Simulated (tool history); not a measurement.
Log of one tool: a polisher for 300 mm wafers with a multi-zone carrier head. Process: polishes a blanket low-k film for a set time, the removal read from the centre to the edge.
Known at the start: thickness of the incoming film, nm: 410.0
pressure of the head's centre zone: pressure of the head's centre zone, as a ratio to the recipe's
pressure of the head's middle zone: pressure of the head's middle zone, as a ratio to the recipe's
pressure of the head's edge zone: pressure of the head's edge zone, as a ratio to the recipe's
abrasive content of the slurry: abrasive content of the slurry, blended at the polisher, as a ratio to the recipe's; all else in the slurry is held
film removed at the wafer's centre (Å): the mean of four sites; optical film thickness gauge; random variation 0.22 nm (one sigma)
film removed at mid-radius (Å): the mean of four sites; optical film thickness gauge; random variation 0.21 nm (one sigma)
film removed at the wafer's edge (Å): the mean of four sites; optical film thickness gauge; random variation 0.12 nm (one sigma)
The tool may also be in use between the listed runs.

run	hour	flow of slurry (ml/min)	pressure of the head's centre zone	pressure of the head's middle zone	pressure of the head's edge zone	abrasive content of the slurry	polishing time (s)	film removed at the wafer's centre (Å)	film removed at mid-radius (Å)	film removed at the wafer's edge (Å)
1	0	275	1	1	1	1	61	230.14	227.13	229.44
2	8.9	275	1	1.06	1	1	61	227.76	243.88	229.48
3	10.9	275	1	1.14	1	1	61	228.7	251.22	230.44
4	17.4	275	1.01	1.12	0.99	0.95	60	221.59	230.68	213.72
5	25.6	275	1.01	1.12	0.99	0.95	51	190.95	200.38	183.48
6	30.7	270	1.01	1.11	0.98	0.95	51	182.65	200.77	181.27
7	39.4	265	1.02	1.09	0.97	0.95	51	190.19	198.43	179.89
8	44.7	265	1.02	1.07	0.96	0.95	51	191.89	193.87	180.18
9	48.2	265	1.02	1.06	0.95	0.95	51	186.72	191.07	176.83
10	50.2	265	1.02	1.05	0.94	0.95	51	187.49	190.34	178.45
11	55.6	265	1.02	1.04	0.93	0.95	51	189.84	191.25	177.42

The next listed run, before its measurement:
12	57.7	245	1.02	0.94	0.85	0.8	51	?	?	?

Run 12 gave film removed at the wafer's centre (Å) 162.48, film removed at mid-radius (Å) 148.49, film removed at the wafer's edge (Å) 146.14.

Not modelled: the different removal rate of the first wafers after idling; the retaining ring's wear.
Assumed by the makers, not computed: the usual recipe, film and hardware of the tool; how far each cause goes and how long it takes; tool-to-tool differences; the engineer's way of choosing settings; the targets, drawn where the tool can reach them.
